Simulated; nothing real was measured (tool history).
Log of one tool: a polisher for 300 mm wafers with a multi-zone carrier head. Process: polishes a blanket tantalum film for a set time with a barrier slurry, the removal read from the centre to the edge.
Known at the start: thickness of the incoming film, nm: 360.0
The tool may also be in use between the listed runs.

run  hour  flow of slurry (ml/min)  pressure of the head's centre zone  pressure of the head's middle zone  pressure of the head's edge zone  abrasive content of the slurry  polishing time (s)  film removed at the wafer's centre (angstrom)  film removed at mid-radius (angstrom)  film removed at the wafer's edge (angstrom)
  1     0                      235                                   1                                   1                                 1                               1                  54                                         669.55                                 689.45                                       675.69
  2   7.5                      235                                   1                                   1                                 1                               1                  49                                         600.97                                 629.86                                        620.2
  3  10.3                      235                                   1                                0.94                                 1                               1                  49                                         601.08                                  593.7                                       612.64
  4  16.3                      230                                1.01                                0.92                              0.96                             0.9                  48                                         581.66                                 553.12                                       579.33
  5  17.7                      230                                1.01                                0.92                              0.96                            1.05                  48                                         604.73                                 576.63                                       602.23
  6  19.8                      230                                1.01                                0.92                              0.96                            1.25                  48                                         631.82                                 606.26                                       624.09
  7  22.6                      235                                1.03                                0.92                              0.93                             1.1                  46                                         592.17                                 563.84                                       573.19
  8  29.2                      235                                1.05                                0.91                              0.91                               1                  45                                         588.17                                 526.62                                       546.25
  9  36.2                      235                                1.05                                0.91                              0.89                             0.9                  44                                         545.07                                 499.67                                       506.53
 10  43.8                      235                                1.06                                 0.9                              0.87                             0.8                  44                                         551.58                                  486.5                                       494.22
 11  48.6                      230                                1.06                                0.89                              0.86                            0.75                  43                                         523.99                                 460.29                                       480.84
 12  55.3                      235                                1.07                                0.89                              0.85                             0.7                  42                                         494.44                                 446.33                                       445.94

Run 13 comes next. What will it give?
 13  56.9                      235                                1.08                                0.88                              0.84                            0.65                  42                                              ?                                      ?                                            ?

Run 13 gave film removed at the wafer's centre (angstrom) 492.81, film removed at mid-radius (angstrom) 431.23, film removed at the wafer's edge (angstrom) 443.15.

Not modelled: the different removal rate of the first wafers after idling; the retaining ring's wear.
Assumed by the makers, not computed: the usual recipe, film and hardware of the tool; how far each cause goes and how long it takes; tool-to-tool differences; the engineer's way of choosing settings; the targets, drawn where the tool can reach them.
